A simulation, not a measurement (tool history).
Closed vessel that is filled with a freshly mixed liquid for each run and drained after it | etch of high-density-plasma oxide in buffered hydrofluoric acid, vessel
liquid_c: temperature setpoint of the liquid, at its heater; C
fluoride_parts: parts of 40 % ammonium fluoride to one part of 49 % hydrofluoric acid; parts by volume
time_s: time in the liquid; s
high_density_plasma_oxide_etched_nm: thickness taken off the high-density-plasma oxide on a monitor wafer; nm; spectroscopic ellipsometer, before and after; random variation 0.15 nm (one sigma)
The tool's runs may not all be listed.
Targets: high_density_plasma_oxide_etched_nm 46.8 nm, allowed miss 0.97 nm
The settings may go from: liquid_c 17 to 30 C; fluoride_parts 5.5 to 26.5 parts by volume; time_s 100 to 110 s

run  hour  liquid_c  fluoride_parts  time_s  high_density_plasma_oxide_etched_nm
  1     0        22              16     100                               69.486
  2   1.3        22              18     100                               62.071
  3   8.2        21              18     100                               58.704
  4  11.1        20              18     100                               55.466
  5    17        20              18     100                               55.699
  6  24.7      19.5              18     100                                54.17
  7  25.6        19              18     100                                52.62
  8  29.7      18.5              18     100                               51.276
  9  36.7        18              18     100                               49.624
 10  45.3      17.5              18     100                               48.239

4 next moves are on the table. One of them brings every result within its allowed miss. Which?
  A  53.9        17              17     100                                    ?
  B  53.9        17              18     105                                    ?
  C  53.9        18              18     100                                    ?
  D  53.9      17.5            19.5     105                                    ?

move  high_density_plasma_oxide_etched_nm
   A                               49.441
   B                               49.064
   C                               49.471
   D                               46.646
A: further off than the last run
B: further off than the last run
C: further off than the last run
D: meets every target
Answer: D

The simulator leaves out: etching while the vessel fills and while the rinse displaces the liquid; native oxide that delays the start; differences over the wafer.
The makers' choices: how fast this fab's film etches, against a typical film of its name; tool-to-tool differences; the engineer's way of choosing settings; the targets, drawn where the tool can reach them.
